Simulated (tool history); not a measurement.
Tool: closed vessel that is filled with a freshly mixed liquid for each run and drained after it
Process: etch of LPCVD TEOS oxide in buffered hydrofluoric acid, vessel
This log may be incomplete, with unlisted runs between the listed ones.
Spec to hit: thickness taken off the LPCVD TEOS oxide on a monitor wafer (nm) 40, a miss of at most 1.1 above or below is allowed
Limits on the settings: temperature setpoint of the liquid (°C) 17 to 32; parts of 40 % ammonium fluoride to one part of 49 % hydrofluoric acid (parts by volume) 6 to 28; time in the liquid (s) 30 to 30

| run | day | temperature setpoint of the liquid (°C) | parts of 40 % ammonium fluoride to one part of 49 % hydrofluoric acid (parts by volume) | time in the liquid (s) | thickness taken off the LPCVD TEOS oxide on a monitor wafer (nm) |
|---|---|---|---|---|---|
| 1 | 0 | 24 | 17 | 30 | 77.478 |
| 2 | 0.133 | 24 | 17 | 30 | 77.053 |
| 3 | 0.217 | 22.5 | 18 | 30 | 66.531 |
| 4 | 0.438 | 21.5 | 18.5 | 30 | 62.841 |
| 5 | 0.654 | 23.5 | 18.5 | 30 | 70.151 |
| 6 | 0.862 | 22.5 | 19.5 | 30 | 62.85 |
| 7 | 1.058 | 21.5 | 20 | 30 | 58.59 |
| 8 | 1.204 | 20.5 | 20.5 | 30 | 54.039 |
| 9 | 1.254 | 20 | 21 | 30 | 50.731 |
| 10 | 1.629 | 19.5 | 21.5 | 30 | 48.461 |
| 11 | 1.904 | 19 | 21.5 | 30 | 47.888 |
| 12 | 2.233 | 18.5 | 22 | 30 | 45.233 |
| 13 | 2.558 | 18.5 | 22 | 30 | 45.634 |
| 14 | 2.888 | 18 | 22 | 30 | 44.124 |
| 15 | 3.054 | 17.5 | 22.5 | 30 | 42.114 |

4 candidate next runs follow, results not yet known. Just one meets every target within its allowed miss. Identify it.
| A | 3.221 | 17 | 23.5 | 30 | ? |
| B | 3.221 | 19.5 | 26 | 30 | ? |
| C | 3.221 | 17.5 | 26 | 30 | ? |
| D | 3.221 | 18.5 | 23 | 30 | ? |

| move | thickness taken off the LPCVD TEOS oxide on a monitor wafer (nm) |
|---|---|
| A | 39.474 |
| B | 42.433 |
| C | 37.874 |
| D | 43.645 |
A: each result inside its tolerance
B: misses by more than the last run did
C: pushes the last run's worst result past its target
D: misses by more than the last run did
So the answer is move A, the one that meets all the targets.

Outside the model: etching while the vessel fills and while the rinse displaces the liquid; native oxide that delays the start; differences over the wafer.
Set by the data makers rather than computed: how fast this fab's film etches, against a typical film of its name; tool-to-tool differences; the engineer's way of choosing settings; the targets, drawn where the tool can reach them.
